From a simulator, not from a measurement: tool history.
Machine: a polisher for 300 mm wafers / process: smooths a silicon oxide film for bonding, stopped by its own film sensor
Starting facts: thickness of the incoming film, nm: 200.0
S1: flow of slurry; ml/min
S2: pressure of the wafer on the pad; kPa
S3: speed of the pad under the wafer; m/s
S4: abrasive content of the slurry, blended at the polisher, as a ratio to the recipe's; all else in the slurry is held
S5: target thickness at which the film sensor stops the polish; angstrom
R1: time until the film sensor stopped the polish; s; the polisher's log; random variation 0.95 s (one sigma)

Run 1, day 0.000: S1 155 ml/min, S2 9.7 kPa, S3 0.90 m/s, S4 1.0, S5 1720 angstrom. Result: R1 63.216 s.
Run 2, day 0.054: S1 155 ml/min, S2 9.7 kPa, S3 0.90 m/s, S4 1.0, S5 1720 angstrom. Result: R1 63.686 s.
Run 3, day 0.196: S1 155 ml/min, S2 9.7 kPa, S3 0.90 m/s, S4 1.0, S5 1720 angstrom. Result: R1 63.213 s.
Run 4, day 0.554: S1 155 ml/min, S2 7.6 kPa, S3 0.90 m/s, S4 1.0, S5 1720 angstrom. Result: R1 72.085 s.
Run 5, day 0.667: S1 155 ml/min, S2 7.6 kPa, S3 1.10 m/s, S4 1.0, S5 1720 angstrom. Result: R1 62.741 s.
Run 6, day 0.762: S1 185 ml/min, S2 7.6 kPa, S3 1.10 m/s, S4 1.0, S5 1720 angstrom. Result: R1 61.938 s.
Run 7, day 0.879: S1 185 ml/min, S2 6.9 kPa, S3 1.06 m/s, S4 1.0, S5 1720 angstrom. Result: R1 67.226 s.
Run 8, day 0.946: S1 185 ml/min, S2 6.9 kPa, S3 1.02 m/s, S4 1.0, S5 1720 angstrom. Result: R1 67.696 s.
Run 9, day 0.992: S1 185 ml/min, S2 6.9 kPa, S3 1.02 m/s, S4 1.0, S5 1720 angstrom. Result: R1 68.859 s.

Run 10 is up next; what results do you expect?
Run 10, day 1.208: S1 185 ml/min, S2 6.9 kPa, S3 0.98 m/s, S4 1.0, S5 1720 angstrom. Result: R1 ?.

Run 10 gave R1 69.782 s.
